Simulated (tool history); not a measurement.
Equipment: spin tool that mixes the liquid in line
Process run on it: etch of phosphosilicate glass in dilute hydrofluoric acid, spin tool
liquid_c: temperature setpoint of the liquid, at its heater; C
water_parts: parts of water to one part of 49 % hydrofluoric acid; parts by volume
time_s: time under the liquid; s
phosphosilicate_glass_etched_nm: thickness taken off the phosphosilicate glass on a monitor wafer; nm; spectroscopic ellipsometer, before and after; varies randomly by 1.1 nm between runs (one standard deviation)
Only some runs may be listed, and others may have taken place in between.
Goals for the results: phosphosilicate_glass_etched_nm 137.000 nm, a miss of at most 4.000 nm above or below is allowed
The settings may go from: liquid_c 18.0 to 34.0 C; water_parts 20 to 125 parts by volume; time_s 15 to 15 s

run,day,liquid_c,water_parts,time_s,phosphosilicate_glass_etched_nm
1,0.000,26.0,70,15,56.718
2,0.204,28.0,60,15,71.026
3,0.442,29.5,50,15,95.216
4,0.633,29.5,50,15,94.381
5,0.942,29.5,50,15,94.206
6,1.142,29.5,50,15,92.482
7,1.308,31.0,45,15,112.450
8,1.546,32.0,45,15,116.540
9,1.738,32.5,45,15,119.160
10,1.762,33.0,45,15,120.180
11,1.850,33.5,45,15,121.030
12,2.142,34.0,35,15,165.050
13,2.325,33.0,35,15,156.770
14,2.462,32.0,35,15,150.570
15,2.596,31.5,35,15,147.010
16,2.829,31.0,35,15,145.540

Which of these 4 next moves meets every target?
A,3.062,30.5,40,15,?
B,3.062,28.0,35,15,?
C,3.062,33.5,35,15,?
D,3.062,29.5,35,15,?

move,phosphosilicate_glass_etched_nm
A,121.580
B,126.710
C,157.550
D,134.590
A: carries the result that was furthest off beyond its target, to the other side
B: carries the result that was furthest off beyond its target, to the other side
C: the biggest miss grows against the last run
D: each result inside its tolerance
Answer: D
